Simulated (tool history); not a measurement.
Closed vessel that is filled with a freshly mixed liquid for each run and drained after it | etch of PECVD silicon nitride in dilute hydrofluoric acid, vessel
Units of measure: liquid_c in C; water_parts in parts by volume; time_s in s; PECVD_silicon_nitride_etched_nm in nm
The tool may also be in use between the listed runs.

run,hour,liquid_c,water_parts,time_s,PECVD_silicon_nitride_etched_nm
1,0.0,25.0,150,915,19.494
2,1.4,28.0,150,915,23.737
3,6.0,28.0,115,915,29.876
4,6.8,28.0,85,915,41.177
5,10.9,25.5,110,915,27.056
6,12.2,25.5,70,915,43.336
7,19.9,23.5,100,915,26.393
8,27.9,22.0,115,915,20.404
9,30.0,21.0,125,915,18.011
10,31.1,20.0,135,915,15.366
11,33.0,19.5,145,915,14.071
12,37.0,19.0,155,915,12.672
13,44.7,19.0,155,915,12.759
14,52.8,18.5,165,915,11.631

Run 15 comes next. What will it give?
15,56.5,18.0,170,915,?

Logged for run 15: PECVD_silicon_nitride_etched_nm 10.791 nm.
